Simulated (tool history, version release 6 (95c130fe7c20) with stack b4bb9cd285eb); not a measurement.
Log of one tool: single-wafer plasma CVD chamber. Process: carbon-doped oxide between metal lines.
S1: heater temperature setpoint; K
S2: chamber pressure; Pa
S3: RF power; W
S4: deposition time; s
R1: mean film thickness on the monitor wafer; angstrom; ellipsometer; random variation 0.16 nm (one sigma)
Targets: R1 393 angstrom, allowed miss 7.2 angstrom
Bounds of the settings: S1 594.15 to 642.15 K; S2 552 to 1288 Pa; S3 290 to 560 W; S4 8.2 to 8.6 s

Run 1, day 0: S1 618.15 K, S2 920 Pa, S3 425 W, S4 8.6 s. Result: R1 457.57 angstrom.
Run 2, day 0.192: S1 618.15 K, S2 920 Pa, S3 425 W, S4 8.2 s. Result: R1 435.1 angstrom.
Run 3, day 0.542: S1 621.15 K, S2 893 Pa, S3 415 W, S4 8.2 s. Result: R1 426.09 angstrom.
Run 4, day 0.812: S1 621.15 K, S2 893 Pa, S3 415 W, S4 8.6 s. Result: R1 443.96 angstrom.
Run 5, day 0.904: S1 621.15 K, S2 805 Pa, S3 415 W, S4 8.6 s. Result: R1 444.59 angstrom.
Run 6, day 1.054: S1 628.15 K, S2 805 Pa, S3 415 W, S4 8.6 s. Result: R1 433.92 angstrom.
Run 7, day 1.1: S1 630.15 K, S2 804 Pa, S3 400 W, S4 8.6 s. Result: R1 417.55 angstrom.
Run 8, day 1.317: S1 632.15 K, S2 804 Pa, S3 395 W, S4 8.6 s. Result: R1 412.58 angstrom.

4 next moves are on the table. One of them brings every result within its allowed miss. Which?
Run A, day 1.533: S1 635.15 K, S2 816 Pa, S3 385 W, S4 8.4 s. Result: R1 ?.
Run B, day 1.533: S1 642.15 K, S2 913 Pa, S3 375 W, S4 8.2 s. Result: R1 ?.
Run C, day 1.533: S1 634.15 K, S2 823 Pa, S3 370 W, S4 8.3 s. Result: R1 ?.
Run D, day 1.533: S1 627.15 K, S2 876 Pa, S3 385 W, S4 8.6 s. Result: R1 ?.

move      R1
   A  392.45
   B  371.77
   C  378.27
   D  413.25
A: meets every target
B: takes the result that was furthest off past its target
C: takes the result that was furthest off past its target
D: as far off as the last run
The right move is A.
